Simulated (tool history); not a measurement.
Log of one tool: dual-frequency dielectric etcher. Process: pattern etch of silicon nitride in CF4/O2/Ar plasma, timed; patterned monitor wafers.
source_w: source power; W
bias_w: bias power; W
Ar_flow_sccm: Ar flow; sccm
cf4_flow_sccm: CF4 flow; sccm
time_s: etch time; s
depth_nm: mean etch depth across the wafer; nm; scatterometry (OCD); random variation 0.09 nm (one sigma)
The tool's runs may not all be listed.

| run | hour | source_w | bias_w | Ar_flow_sccm | cf4_flow_sccm | time_s | depth_nm |
|---|---|---|---|---|---|---|---|
| 1 | 0.0 | 530 | 48 | 108 | 97 | 13.5 | 27.849 |
| 2 | 1.2 | 500 | 48 | 108 | 97 | 13.5 | 26.689 |
| 3 | 4.7 | 500 | 48 | 108 | 97 | 13.5 | 26.763 |
| 4 | 13.3 | 470 | 48 | 108 | 97 | 13.5 | 25.220 |
| 5 | 14.1 | 470 | 48 | 108 | 97 | 14.0 | 26.645 |
| 6 | 16.9 | 450 | 48 | 108 | 97 | 14.0 | 25.446 |

Forecast run 7:
| 7 | 23.0 | 430 | 48 | 108 | 97 | 14.0 | ? |

depth_nm: 24.658 nm
